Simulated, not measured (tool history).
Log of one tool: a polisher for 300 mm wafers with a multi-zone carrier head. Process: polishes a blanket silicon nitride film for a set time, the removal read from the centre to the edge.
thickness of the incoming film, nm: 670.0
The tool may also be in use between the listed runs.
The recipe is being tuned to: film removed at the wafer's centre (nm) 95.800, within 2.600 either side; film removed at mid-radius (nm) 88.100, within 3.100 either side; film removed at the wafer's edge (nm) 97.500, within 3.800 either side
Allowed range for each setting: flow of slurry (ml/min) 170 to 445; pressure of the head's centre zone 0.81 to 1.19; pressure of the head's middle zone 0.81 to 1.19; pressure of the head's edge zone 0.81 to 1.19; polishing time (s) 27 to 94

run  hour  flow of slurry (ml/min)  pressure of the head's centre zone  pressure of the head's middle zone  pressure of the head's edge zone  polishing time (s)  film removed at the wafer's centre (nm)  film removed at mid-radius (nm)  film removed at the wafer's edge (nm)
  1   0.0                      285                                1.00                                1.00                              1.00                  60                                  151.680                          147.310                                150.100
  2   0.5                      280                                0.98                                0.97                              0.98                  56                                  138.190                          135.940                                135.730
  3   6.4                      275                                0.97                                0.94                              0.99                  52                                  125.560                          121.990                                127.440
  4  13.8                      270                                0.97                                0.92                              0.98                  50                                  120.870                          116.450                                123.260
  5  20.0                      270                                1.03                                0.92                              0.98                  50                                  130.330                          116.710                                122.840
  6  26.1                      270                                1.03                                0.92                              0.92                  50                                  128.580                          118.010                                118.640
  7  28.1                      265                                1.02                                0.90                              0.92                  48                                  122.840                          109.100                                114.240
  8  33.7                      260                                1.00                                0.88                              0.90                  47                                  117.070                          104.020                                111.490
  9  38.9                      260                                0.99                                0.87                              0.89                  46                                  113.360                          100.200                                108.690
 10  40.8                      260                                0.98                                0.87                              0.88                  45                                  111.130                          100.730                                105.930
 11  49.5                      255                                0.97                                0.86                              0.87                  44                                  105.390                           96.408                                102.070
 12  56.6                      245                                0.96                                0.85                              0.86                  44                                  103.050                           96.095                                101.350
 13  65.3                      245                                0.96                                0.85                              0.86                  44                                  103.200                           94.807                                100.910
 14  68.1                      235                                0.96                                0.84                              0.86                  44                                  104.400                           95.176                                102.240
 15  77.0                      235                                0.95                                0.83                              0.86                  43                                  100.470                           90.902                                 98.288
 16  80.4                      230                                0.94                                0.83                              0.86                  43                                   99.307                           90.985                                 96.733

Exercise: of the 5 proposed moves below, exactly one satisfies all targets within the stated allowed misses. Which move is it?
  A  83.8                      185                                1.00                                0.90                              1.01                  41                                        ?                                ?                                      ?
  B  83.8                      370                                0.86                                0.83                              0.93                  43                                        ?                                ?                                      ?
  C  83.8                      190                                0.90                                0.89                              0.81                  45                                        ?                                ?                                      ?
  D  83.8                      170                                1.00                                0.91                              0.85                  45                                        ?                                ?                                      ?
  E  83.8                      270                                0.95                                0.81                              0.89                  42                                        ?                                ?                                      ?

move  film removed at the wafer's centre (nm)  film removed at mid-radius (nm)  film removed at the wafer's edge (nm)
   A                                   96.069                           87.573                                 98.245
   B                                   95.533                           94.006                                106.060
   C                                   95.345                           95.786                                 97.790
   D                                  103.440                           95.385                                 98.266
   E                                   99.601                           87.174                                 99.110
A: every result lands within tolerance
B: the furthest-off result lands on target, but another misses its tolerance
C: the furthest-off result lands on target, but another misses its tolerance
D: moves away from the targets compared with the last run
E: moves away from the targets compared with the last run
The right move is A.
